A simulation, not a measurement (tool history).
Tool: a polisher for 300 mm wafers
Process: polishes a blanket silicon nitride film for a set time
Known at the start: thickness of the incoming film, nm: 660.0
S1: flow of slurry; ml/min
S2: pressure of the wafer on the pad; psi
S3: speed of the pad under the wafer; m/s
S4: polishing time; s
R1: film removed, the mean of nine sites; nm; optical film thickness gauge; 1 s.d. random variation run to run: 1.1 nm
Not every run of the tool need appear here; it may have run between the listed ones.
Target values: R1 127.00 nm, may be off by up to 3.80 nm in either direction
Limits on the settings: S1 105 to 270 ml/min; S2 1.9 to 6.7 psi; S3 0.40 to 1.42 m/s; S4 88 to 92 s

run	hour	S1	S2	S3	S4	R1
1	0.0	175	4.3	0.90	88	160.72
2	3.5	175	4.3	0.90	88	159.97
3	6.7	175	5.1	0.90	88	186.37
4	7.4	170	4.6	0.90	88	168.52
5	14.1	170	4.6	0.90	88	171.39
6	19.7	170	4.2	0.90	88	152.04
7	21.2	160	4.1	0.90	88	147.81
8	24.7	150	4.0	0.90	88	142.17
9	33.0	140	3.9	0.90	88	138.51
# hour 36.8: worn pad replaced by a new one
10	36.8	135	3.8	0.90	88	148.56
11	40.2	150	3.7	0.90	88	149.42
12	42.5	145	3.4	0.90	88	136.08
13	46.9	145	3.4	0.90	88	135.93

Pick the move, out of 5, that brings all results within their allowed miss; only one does.
A	51.3	170	3.3	0.76	92	?
B	51.3	150	3.3	1.00	90	?
C	51.3	135	3.6	0.92	89	?
D	51.3	130	3.8	0.84	91	?
E	51.3	150	3.4	0.92	91	?

move	R1
A	126.39
B	145.08
C	144.28
D	145.05
E	142.69
A: in spec on every target
B: its largest miss is bigger than the last run's
C: its largest miss is bigger than the last run's
D: its largest miss is bigger than the last run's
E: its largest miss is bigger than the last run's
Go with A: it meets all targets.
